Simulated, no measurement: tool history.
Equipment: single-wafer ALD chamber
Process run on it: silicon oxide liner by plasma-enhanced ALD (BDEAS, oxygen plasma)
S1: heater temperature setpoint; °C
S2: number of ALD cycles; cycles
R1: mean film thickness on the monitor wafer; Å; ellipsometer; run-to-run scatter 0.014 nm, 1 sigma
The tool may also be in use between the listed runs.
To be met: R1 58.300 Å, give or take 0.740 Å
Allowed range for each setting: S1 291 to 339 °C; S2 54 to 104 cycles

{"run": 1, "day": 0.0, "S1": 315, "S2": 79, "R1": 69.273}
{"run": 2, "day": 0.304, "S1": 315, "S2": 87, "R1": 76.161}
{"run": 3, "day": 0.338, "S1": 315, "S2": 79, "R1": 69.24}
{"run": 4, "day": 0.604, "S1": 315, "S2": 88, "R1": 77.264}
{"run": 5, "day": 0.975, "S1": 324, "S2": 88, "R1": 76.238}
{"day": 1.017, "done": "thermocouple changed; heater temperature recalibrated"}
{"run": 6, "day": 1.017, "S1": 313, "S2": 88, "R1": 77.434}
{"run": 7, "day": 1.229, "S1": 313, "S2": 88, "R1": 77.537}
{"run": 8, "day": 1.317, "S1": 314, "S2": 85, "R1": 74.886}
{"run": 9, "day": 1.367, "S1": 315, "S2": 83, "R1": 73.392}
{"run": 10, "day": 1.683, "S1": 316, "S2": 81, "R1": 71.16}

5 candidate next runs follow, results not yet known. Just one meets every target within its allowed miss. Identify it.
{"run": "A", "day": 2.0, "S1": 314, "S2": 70, "R1": "?"}
{"run": "B", "day": 2.0, "S1": 322, "S2": 59, "R1": "?"}
{"run": "C", "day": 2.0, "S1": 313, "S2": 92, "R1": "?"}
{"run": "D", "day": 2.0, "S1": 326, "S2": 67, "R1": "?"}
{"run": "E", "day": 2.0, "S1": 318, "S2": 76, "R1": "?"}

move=A R1=61.578
move=B R1=51.371
move=C R1=81.034
move=D R1=58.036
move=E R1=66.514
A: an improvement on the last run, though not all results are within tolerance
B: pushes the last run's worst result past its target
C: its largest miss is bigger than the last run's
D: every result lands within tolerance
E: an improvement on the last run, though not all results are within tolerance
So the answer is move D, the one that meets all the targets.

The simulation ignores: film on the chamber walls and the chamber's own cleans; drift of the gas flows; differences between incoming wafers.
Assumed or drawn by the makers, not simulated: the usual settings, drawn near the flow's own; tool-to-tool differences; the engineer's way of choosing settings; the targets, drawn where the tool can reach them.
